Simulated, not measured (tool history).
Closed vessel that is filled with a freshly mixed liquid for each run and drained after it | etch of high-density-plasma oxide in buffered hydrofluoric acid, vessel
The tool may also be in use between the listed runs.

run    day  temperature setpoint of the liquid (C)  parts of 40 % ammonium fluoride to one part of 49 % hydrofluoric acid (parts by volume)  time in the liquid (s)  thickness taken off the high-density-plasma oxide on a monitor wafer (Å)
  1  0.000                                    22.0                                                                                     19.5                      30                                                                    170.58
  2  0.325                                    23.5                                                                                     17.0                      30                                                                    217.00
  3  0.396                                    22.0                                                                                     17.0                      30                                                                    198.14
  4  0.779                                    20.5                                                                                     17.0                      30                                                                    181.37
  5  0.921                                    22.5                                                                                     15.0                      30                                                                    225.02
  6  0.954                                    24.0                                                                                     13.5                      30                                                                    273.90

Run 7 comes next. What will it give?
  7  1.333                                    25.0                                                                                     12.5                      30                                                                         ?

thickness taken off the high-density-plasma oxide on a monitor wafer (Å): 312.73

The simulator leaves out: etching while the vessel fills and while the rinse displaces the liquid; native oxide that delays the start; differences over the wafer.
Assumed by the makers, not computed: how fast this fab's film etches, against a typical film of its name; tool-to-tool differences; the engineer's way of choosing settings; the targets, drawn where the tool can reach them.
